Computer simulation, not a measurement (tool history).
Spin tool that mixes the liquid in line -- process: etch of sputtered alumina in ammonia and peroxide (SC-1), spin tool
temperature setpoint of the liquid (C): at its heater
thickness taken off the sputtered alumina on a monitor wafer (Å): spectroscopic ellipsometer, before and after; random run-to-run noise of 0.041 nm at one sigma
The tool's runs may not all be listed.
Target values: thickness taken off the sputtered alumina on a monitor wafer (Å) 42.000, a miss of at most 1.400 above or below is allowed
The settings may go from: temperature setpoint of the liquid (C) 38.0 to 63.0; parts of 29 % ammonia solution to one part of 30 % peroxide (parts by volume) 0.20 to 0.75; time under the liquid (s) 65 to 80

| run | hour | temperature setpoint of the liquid (C) | parts of 29 % ammonia solution to one part of 30 % peroxide (parts by volume) | time under the liquid (s) | thickness taken off the sputtered alumina on a monitor wafer (Å) |
|---|---|---|---|---|---|
| 1 | 0.0 | 47.0 | 0.45 | 80 | 24.607 |
| 2 | 7.8 | 47.0 | 0.45 | 80 | 25.269 |
| 3 | 14.7 | 48.0 | 0.45 | 80 | 26.314 |
| 4 | 16.3 | 48.0 | 0.35 | 80 | 25.911 |
| 5 | 20.1 | 49.0 | 0.35 | 80 | 27.489 |
| 6 | 23.7 | 50.0 | 0.35 | 80 | 28.232 |
| 7 | 28.7 | 51.0 | 0.35 | 80 | 30.517 |
| 8 | 37.4 | 51.5 | 0.35 | 80 | 30.796 |
| 9 | 43.0 | 52.0 | 0.35 | 80 | 31.921 |
| 10 | 47.9 | 58.0 | 0.35 | 80 | 44.646 |

Which of these 4 next moves meets every target?
| A | 52.8 | 57.0 | 0.30 | 80 | ? |
| B | 52.8 | 58.5 | 0.35 | 80 | ? |
| C | 52.8 | 60.0 | 0.30 | 80 | ? |
| D | 52.8 | 61.0 | 0.25 | 75 | ? |

| move | thickness taken off the sputtered alumina on a monitor wafer (Å) |
|---|---|
| A | 40.848 |
| B | 44.820 |
| C | 47.726 |
| D | 46.286 |
A: every result lands within tolerance
B: further off than the last run
C: further off than the last run
D: further off than the last run
A meets every target.

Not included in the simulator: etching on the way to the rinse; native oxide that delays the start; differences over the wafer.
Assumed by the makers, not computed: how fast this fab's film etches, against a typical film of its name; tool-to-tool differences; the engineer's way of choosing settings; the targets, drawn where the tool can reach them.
